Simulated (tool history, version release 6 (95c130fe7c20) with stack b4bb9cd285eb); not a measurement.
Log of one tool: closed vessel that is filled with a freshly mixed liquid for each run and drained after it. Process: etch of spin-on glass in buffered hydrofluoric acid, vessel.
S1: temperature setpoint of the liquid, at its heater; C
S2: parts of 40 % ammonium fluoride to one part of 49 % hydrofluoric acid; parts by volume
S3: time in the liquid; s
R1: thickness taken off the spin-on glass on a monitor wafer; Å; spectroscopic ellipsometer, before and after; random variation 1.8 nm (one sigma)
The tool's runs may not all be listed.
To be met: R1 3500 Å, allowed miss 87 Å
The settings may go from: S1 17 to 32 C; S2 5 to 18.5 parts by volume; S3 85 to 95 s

| run | hour | S1 | S2 | S3 | R1 |
|---|---|---|---|---|---|
| 1 | 0 | 24 | 11.5 | 85 | 2865.4 |
| 2 | 4.5 | 24 | 11.5 | 95 | 3240.6 |
| 3 | 9.3 | 26.5 | 11.5 | 95 | 3687.2 |
| 4 | 13 | 26.5 | 10 | 95 | 4213.9 |
| 5 | 16.4 | 26.5 | 8 | 95 | 5152.5 |
| 6 | 23.7 | 26.5 | 9.5 | 95 | 4365.3 |
| 7 | 27.5 | 25 | 9.5 | 95 | 3993.7 |
| 8 | 35.3 | 24.5 | 9.5 | 95 | 3960.8 |
| 9 | 43 | 24 | 9.5 | 95 | 3810.3 |
| 10 | 45.4 | 23.5 | 9.5 | 95 | 3702.7 |
| 11 | 47.7 | 23 | 9.5 | 95 | 3643 |

5 next moves are on the table. One of them brings every result within its allowed miss. Which?
| A | 50 | 23 | 9 | 85 | ? |
| B | 50 | 22.5 | 9.5 | 95 | ? |
| C | 50 | 18.5 | 7 | 95 | ? |
| D | 50 | 24.5 | 9 | 90 | ? |
| E | 50 | 23 | 8.5 | 90 | ? |

| move | R1 |
|---|---|
| A | 3343.5 |
| B | 3514.1 |
| C | 3818.7 |
| D | 3842.2 |
| E | 3766.9 |
A: takes the result that was furthest off past its target
B: meets every target
C: further off than the last run
D: further off than the last run
E: further off than the last run
The right move is B.
